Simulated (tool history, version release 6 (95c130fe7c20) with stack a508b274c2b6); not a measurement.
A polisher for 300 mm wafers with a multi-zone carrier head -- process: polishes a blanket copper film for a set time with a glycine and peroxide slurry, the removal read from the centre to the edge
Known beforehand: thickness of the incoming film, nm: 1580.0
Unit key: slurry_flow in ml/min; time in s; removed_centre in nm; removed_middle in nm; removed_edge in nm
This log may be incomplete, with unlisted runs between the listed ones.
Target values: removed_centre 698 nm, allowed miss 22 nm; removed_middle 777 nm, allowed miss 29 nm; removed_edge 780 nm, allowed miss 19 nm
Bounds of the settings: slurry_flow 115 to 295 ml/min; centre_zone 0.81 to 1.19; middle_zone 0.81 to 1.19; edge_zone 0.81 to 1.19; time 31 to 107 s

run 1 day=0 | slurry_flow=190 centre_zone=1 middle_zone=1 edge_zone=1 time=69 | removed_centre=518.66 removed_middle=515.18 removed_edge=496.34
run 2 day=0.254 | slurry_flow=195 centre_zone=0.99 middle_zone=1.01 edge_zone=1.03 time=74 | removed_centre=544.24 removed_middle=565.54 removed_edge=549.51
run 3 day=0.325 | slurry_flow=195 centre_zone=0.99 middle_zone=1.01 edge_zone=1.03 time=80 | removed_centre=603.01 removed_middle=615.2 removed_edge=593.58
run 4 day=0.483 | slurry_flow=195 centre_zone=0.95 middle_zone=1.01 edge_zone=1.03 time=80 | removed_centre=578.24 removed_middle=606.47 removed_edge=585.63
run 5 day=0.712 | slurry_flow=215 centre_zone=0.95 middle_zone=1.01 edge_zone=1.03 time=80 | removed_centre=576.13 removed_middle=632.78 removed_edge=594.17
run 6 day=0.888 | slurry_flow=225 centre_zone=0.96 middle_zone=1.01 edge_zone=1.06 time=82 | removed_centre=606.81 removed_middle=631.36 removed_edge=616.98
run 7 day=0.996 | slurry_flow=220 centre_zone=0.89 middle_zone=1.07 edge_zone=1.16 time=99 | removed_centre=686.99 removed_middle=820.36 removed_edge=787.69
run 8 day=1.108 | slurry_flow=220 centre_zone=0.89 middle_zone=1.06 edge_zone=1.16 time=99 | removed_centre=685.16 removed_middle=819.65 removed_edge=780.45

Next run, 4 choices. One meets every target within its allowed miss, the rest don't. Which?
run A day=1.221 | slurry_flow=220 centre_zone=0.9 middle_zone=1.11 edge_zone=1.19 time=100 | removed_centre=? removed_middle=? removed_edge=?
run B day=1.221 | slurry_flow=240 centre_zone=0.87 middle_zone=1.1 edge_zone=1.1 time=103 | removed_centre=? removed_middle=? removed_edge=?
run C day=1.221 | slurry_flow=190 centre_zone=0.89 middle_zone=1.12 edge_zone=1.17 time=99 | removed_centre=? removed_middle=? removed_edge=?
run D day=1.221 | slurry_flow=175 centre_zone=0.94 middle_zone=1.03 edge_zone=1.17 time=101 | removed_centre=? removed_middle=? removed_edge=?

move=A removed_centre=694.09 removed_middle=847.15 removed_edge=800.87
move=B removed_centre=699.54 removed_middle=875.91 removed_edge=800.52
move=C removed_centre=663.4 removed_middle=827.24 removed_edge=773.66
move=D removed_centre=703.91 removed_middle=774.9 removed_edge=782.4
A: its largest miss is bigger than the last run's
B: its largest miss is bigger than the last run's
C: its largest miss is bigger than the last run's
D: every result lands within tolerance
The right move is D.
